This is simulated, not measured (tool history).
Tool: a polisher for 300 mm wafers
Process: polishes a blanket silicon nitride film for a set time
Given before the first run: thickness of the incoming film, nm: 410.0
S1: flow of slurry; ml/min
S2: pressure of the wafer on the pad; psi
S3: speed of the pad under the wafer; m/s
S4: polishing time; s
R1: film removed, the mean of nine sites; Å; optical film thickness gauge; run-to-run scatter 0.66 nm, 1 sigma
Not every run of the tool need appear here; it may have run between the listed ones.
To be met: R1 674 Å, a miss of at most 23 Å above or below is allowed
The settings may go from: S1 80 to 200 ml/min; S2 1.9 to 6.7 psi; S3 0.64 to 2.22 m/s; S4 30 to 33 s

run    day   S1   S2    S3  S4      R1
  1      0  130  4.3  1.42  33  970.86
  2  0.067  125  3.9  1.42  33  860.49
  3  0.346  155  3.9  1.42  33  911.91
  4  0.592  180  3.9  1.42  33  950.21
  5  0.875  170  3.6  1.42  33   859.9
  6  1.038  170  3.6   1.6  33  941.04
  7   1.25  160  3.3   1.6  33  879.22
  8  1.388  155    3   1.6  33  808.06
  9  1.629  150  2.8   1.6  33  749.91
 10  1.829  145  2.7   1.6  33  717.89
 11  1.988  145  2.7   1.6  33  715.84
 12  2.088  140  2.7   1.6  33  716.69
 13  2.246  135  2.7   1.6  33  710.66

Which single option among these 4 for the next run brings every result within its allowed miss of target? Just one does.
  A  2.404  115  2.3  1.66  33   ?
  B  2.404  140  3.3  1.38  31   ?
  C  2.404  145  2.8  1.82  33   ?
  D  2.404  150  2.5  1.54  33   ?

move      R1
   A  620.86
   B  701.53
   C  818.04
   D  656.72
A: takes the result that was furthest off past its target
B: an improvement on the last run, though not all results are within tolerance
C: moves away from the targets compared with the last run
D: every result within its allowed miss
Move D is the one to make.

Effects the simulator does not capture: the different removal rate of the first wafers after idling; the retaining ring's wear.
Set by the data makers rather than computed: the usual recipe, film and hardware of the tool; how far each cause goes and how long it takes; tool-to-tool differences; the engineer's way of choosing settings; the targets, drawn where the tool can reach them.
